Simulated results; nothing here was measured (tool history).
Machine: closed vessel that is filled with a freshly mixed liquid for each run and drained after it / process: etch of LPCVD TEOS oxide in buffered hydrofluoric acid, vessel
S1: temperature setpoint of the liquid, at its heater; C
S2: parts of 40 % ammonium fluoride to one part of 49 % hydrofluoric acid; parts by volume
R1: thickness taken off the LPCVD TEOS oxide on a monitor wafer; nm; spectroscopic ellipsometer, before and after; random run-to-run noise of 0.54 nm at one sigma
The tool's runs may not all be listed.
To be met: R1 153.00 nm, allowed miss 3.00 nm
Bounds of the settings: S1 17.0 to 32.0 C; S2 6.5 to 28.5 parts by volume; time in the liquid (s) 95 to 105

{"run": 1, "hour": 0.0, "S1": 25.0, "S2": 17.5, "time in the liquid (s)": 95, "R1": 272.19}
{"run": 2, "hour": 0.8, "S1": 25.0, "S2": 17.5, "time in the liquid (s)": 95, "R1": 272.82}
{"run": 3, "hour": 6.9, "S1": 22.5, "S2": 18.5, "time in the liquid (s)": 95, "R1": 224.74}
{"run": 4, "hour": 11.9, "S1": 22.5, "S2": 18.5, "time in the liquid (s)": 105, "R1": 247.81}
{"run": 5, "hour": 14.1, "S1": 21.0, "S2": 19.0, "time in the liquid (s)": 105, "R1": 223.63}
{"run": 6, "hour": 20.6, "S1": 21.0, "S2": 23.0, "time in the liquid (s)": 105, "R1": 188.22}
{"run": 7, "hour": 26.9, "S1": 20.0, "S2": 23.0, "time in the liquid (s)": 105, "R1": 176.7}
{"run": 8, "hour": 28.6, "S1": 19.5, "S2": 23.0, "time in the liquid (s)": 105, "R1": 172.41}
{"run": 9, "hour": 37.6, "S1": 19.0, "S2": 23.0, "time in the liquid (s)": 105, "R1": 166.93}
{"run": 10, "hour": 46.3, "S1": 18.5, "S2": 23.0, "time in the liquid (s)": 105, "R1": 162.56}
{"run": 11, "hour": 49.8, "S1": 18.0, "S2": 23.0, "time in the liquid (s)": 105, "R1": 157.84}

Consider the 4 candidate settings below. Which is the only one whose results all fall within their allowed miss of target?
{"run": "A", "hour": 53.3, "S1": 20.0, "S2": 25.5, "time in the liquid (s)": 105, "R1": "?"}
{"run": "B", "hour": 53.3, "S1": 19.5, "S2": 24.0, "time in the liquid (s)": 100, "R1": "?"}
{"run": "C", "hour": 53.3, "S1": 18.0, "S2": 22.0, "time in the liquid (s)": 95, "R1": "?"}
{"run": "D", "hour": 53.3, "S1": 17.5, "S2": 20.5, "time in the liquid (s)": 95, "R1": "?"}

move=A R1=164.75
move=B R1=159.07
move=C R1=147.41
move=D R1=153.63
A: misses by more than the last run did
B: misses by more than the last run did
C: takes the biggest miss from the last run beyond its target
D: each result inside its tolerance
Answer: D

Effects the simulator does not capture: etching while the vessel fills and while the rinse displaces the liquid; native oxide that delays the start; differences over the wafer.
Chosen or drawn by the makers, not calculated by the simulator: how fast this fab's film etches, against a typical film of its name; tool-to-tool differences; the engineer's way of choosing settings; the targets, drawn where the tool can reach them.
